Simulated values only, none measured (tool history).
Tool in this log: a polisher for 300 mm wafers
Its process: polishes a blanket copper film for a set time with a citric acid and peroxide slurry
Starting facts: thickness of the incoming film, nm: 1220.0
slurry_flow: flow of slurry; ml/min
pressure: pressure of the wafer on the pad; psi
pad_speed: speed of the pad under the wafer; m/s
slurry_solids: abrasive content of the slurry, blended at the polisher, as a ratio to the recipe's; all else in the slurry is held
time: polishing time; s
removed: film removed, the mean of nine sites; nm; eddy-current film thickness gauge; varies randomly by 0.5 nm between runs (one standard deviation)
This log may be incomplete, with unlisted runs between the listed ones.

Run 1, day 0.000: slurry_flow 130 ml/min, pressure 3.3 psi, pad_speed 0.78 m/s, slurry_solids 1.0, time 20 s. Result: removed 32.399 nm.
Run 2, day 0.212: slurry_flow 130 ml/min, pressure 3.7 psi, pad_speed 0.78 m/s, slurry_solids 1.0, time 20 s. Result: removed 36.327 nm.
Run 3, day 0.342: slurry_flow 130 ml/min, pressure 3.7 psi, pad_speed 0.78 m/s, slurry_solids 1.0, time 18 s. Result: removed 32.579 nm.
Run 4, day 0.392: slurry_flow 130 ml/min, pressure 3.7 psi, pad_speed 0.78 m/s, slurry_solids 1.0, time 18 s. Result: removed 33.317 nm.
Run 5, day 0.521: slurry_flow 135 ml/min, pressure 4.2 psi, pad_speed 0.78 m/s, slurry_solids 1.0, time 18 s. Result: removed 36.425 nm.
Run 6, day 0.558: slurry_flow 135 ml/min, pressure 4.2 psi, pad_speed 0.78 m/s, slurry_solids 0.8, time 18 s. Result: removed 34.247 nm.
Run 7, day 0.762: slurry_flow 160 ml/min, pressure 5.2 psi, pad_speed 0.88 m/s, slurry_solids 0.8, time 18 s. Result: removed 47.228 nm.

Run 8 has not been measured yet. What should we expect?
Run 8, day 0.788: slurry_flow 160 ml/min, pressure 5.2 psi, pad_speed 0.90 m/s, slurry_solids 0.8, time 18 s. Result: removed ?.

removed: 47.991 nm
